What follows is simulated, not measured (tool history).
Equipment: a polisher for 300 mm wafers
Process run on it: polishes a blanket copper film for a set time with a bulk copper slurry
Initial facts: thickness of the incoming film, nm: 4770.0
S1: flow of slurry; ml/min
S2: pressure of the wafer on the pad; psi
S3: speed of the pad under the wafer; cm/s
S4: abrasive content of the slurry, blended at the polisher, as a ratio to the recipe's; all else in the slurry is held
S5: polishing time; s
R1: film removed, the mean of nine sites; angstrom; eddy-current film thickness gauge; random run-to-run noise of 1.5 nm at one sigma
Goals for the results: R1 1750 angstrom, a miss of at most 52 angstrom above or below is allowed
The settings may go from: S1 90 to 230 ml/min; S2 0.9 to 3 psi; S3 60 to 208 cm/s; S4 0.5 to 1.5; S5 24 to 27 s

Run 1, hour 0: S1 150 ml/min, S2 1.9 psi, S3 134 cm/s, S4 1, S5 27 s. Result: R1 2353.8 angstrom.
Run 2, hour 2.8: S1 150 ml/min, S2 1.9 psi, S3 134 cm/s, S4 0.85, S5 27 s. Result: R1 2236.3 angstrom.
Run 3, hour 7.9: S1 150 ml/min, S2 1.9 psi, S3 134 cm/s, S4 0.95, S5 27 s. Result: R1 2322.2 angstrom.
Run 4, hour 9.2: S1 145 ml/min, S2 1.8 psi, S3 134 cm/s, S4 0.95, S5 27 s. Result: R1 2199.4 angstrom.
Run 5, hour 17.2: S1 170 ml/min, S2 1.8 psi, S3 134 cm/s, S4 0.95, S5 27 s. Result: R1 2205.8 angstrom.
Run 6, hour 24.5: S1 170 ml/min, S2 1.8 psi, S3 164 cm/s, S4 0.95, S5 27 s. Result: R1 2714.9 angstrom.
Run 7, hour 28.8: S1 170 ml/min, S2 1.6 psi, S3 164 cm/s, S4 0.95, S5 27 s. Result: R1 2433.9 angstrom.
Run 8, hour 36.3: S1 140 ml/min, S2 1 psi, S3 162 cm/s, S4 0.95, S5 27 s. Result: R1 1481.4 angstrom.
Run 9, hour 42.5: S1 150 ml/min, S2 1 psi, S3 162 cm/s, S4 0.95, S5 27 s. Result: R1 1489.2 angstrom.
Run 10, hour 45: S1 155 ml/min, S2 1 psi, S3 162 cm/s, S4 0.95, S5 27 s. Result: R1 1500.4 angstrom.
Run 11, hour 53.5: S1 185 ml/min, S2 1.3 psi, S3 162 cm/s, S4 0.95, S5 27 s. Result: R1 1970.7 angstrom.
Run 12, hour 54.3: S1 175 ml/min, S2 1.3 psi, S3 162 cm/s, S4 0.95, S5 27 s. Result: R1 1922.1 angstrom.
Run 13, hour 60.2: S1 170 ml/min, S2 1.3 psi, S3 162 cm/s, S4 0.95, S5 27 s. Result: R1 1943.6 angstrom.
Run 14, hour 69.1: S1 165 ml/min, S2 1.3 psi, S3 162 cm/s, S4 0.95, S5 27 s. Result: R1 1925.7 angstrom.
Run 15, hour 77.2: S1 160 ml/min, S2 1.3 psi, S3 162 cm/s, S4 0.95, S5 27 s. Result: R1 1918.9 angstrom.
Run 16, hour 82.6: S1 155 ml/min, S2 1.3 psi, S3 162 cm/s, S4 0.95, S5 27 s. Result: R1 1908.3 angstrom.

Next run, 4 choices. One meets every target within its allowed miss, the rest don't. Which?
Run A, hour 88: S1 145 ml/min, S2 1.3 psi, S3 170 cm/s, S4 1.15, S5 27 s. Result: R1 ?.
Run B, hour 88: S1 155 ml/min, S2 1.2 psi, S3 208 cm/s, S4 0.75, S5 27 s. Result: R1 ?.
Run C, hour 88: S1 105 ml/min, S2 1.2 psi, S3 178 cm/s, S4 0.95, S5 26 s. Result: R1 ?.
Run D, hour 88: S1 160 ml/min, S2 1.3 psi, S3 182 cm/s, S4 1.05, S5 26 s. Result: R1 ?.

move      R1
   A  2110.8
   B  2064.8
   C  1759.2
   D  2132.7
A: lands further from the targets than the last run did
B: lands further from the targets than the last run did
C: meets every target
D: lands further from the targets than the last run did
Go with C: it meets all targets.
